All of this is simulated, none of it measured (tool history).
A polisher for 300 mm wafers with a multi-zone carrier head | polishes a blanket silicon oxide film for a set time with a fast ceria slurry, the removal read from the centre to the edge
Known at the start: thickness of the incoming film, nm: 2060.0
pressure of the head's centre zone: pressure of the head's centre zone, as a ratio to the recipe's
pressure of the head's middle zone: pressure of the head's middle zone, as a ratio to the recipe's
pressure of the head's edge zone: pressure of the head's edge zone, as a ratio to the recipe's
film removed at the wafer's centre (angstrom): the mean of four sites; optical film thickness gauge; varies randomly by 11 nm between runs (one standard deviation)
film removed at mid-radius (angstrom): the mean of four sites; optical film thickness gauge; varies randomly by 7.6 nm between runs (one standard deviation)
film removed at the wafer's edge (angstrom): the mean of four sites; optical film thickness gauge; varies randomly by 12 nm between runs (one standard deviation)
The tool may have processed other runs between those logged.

run  hour  flow of slurry (ml/min)  pressure of the head's centre zone  pressure of the head's middle zone  pressure of the head's edge zone  polishing time (s)  film removed at the wafer's centre (angstrom)  film removed at mid-radius (angstrom)  film removed at the wafer's edge (angstrom)
  1   0.0                      200                                1.00                                1.00                              1.00                  46                                         7261.5                                 7245.0                                       7211.8
  2   2.2                      150                                1.00                                1.00                              1.00                  46                                         6923.4                                 6841.1                                       6997.7
  3  10.4                      165                                1.02                                1.01                              1.03                  47                                         7207.0                                 7152.1                                       7241.2
  4  11.6                      180                                1.04                                1.00                              1.05                  48                                         7854.8                                 7393.4                                       7727.6
  5  15.2                      195                                1.05                                1.00                              1.06                  48                                         7896.5                                 7548.3                                       7755.5
  6  21.4                      245                                1.05                                1.00                              1.06                  48                                         8439.8                                 7819.7                                       7883.6

What does the tool deliver on the next run?
  7  24.0                      250                                1.05                                1.00                              1.08                  48                                              ?                                      ?                                            ?

film removed at the wafer's centre (angstrom): 8352.5
film removed at mid-radius (angstrom): 7754.1
film removed at the wafer's edge (angstrom): 7878.4

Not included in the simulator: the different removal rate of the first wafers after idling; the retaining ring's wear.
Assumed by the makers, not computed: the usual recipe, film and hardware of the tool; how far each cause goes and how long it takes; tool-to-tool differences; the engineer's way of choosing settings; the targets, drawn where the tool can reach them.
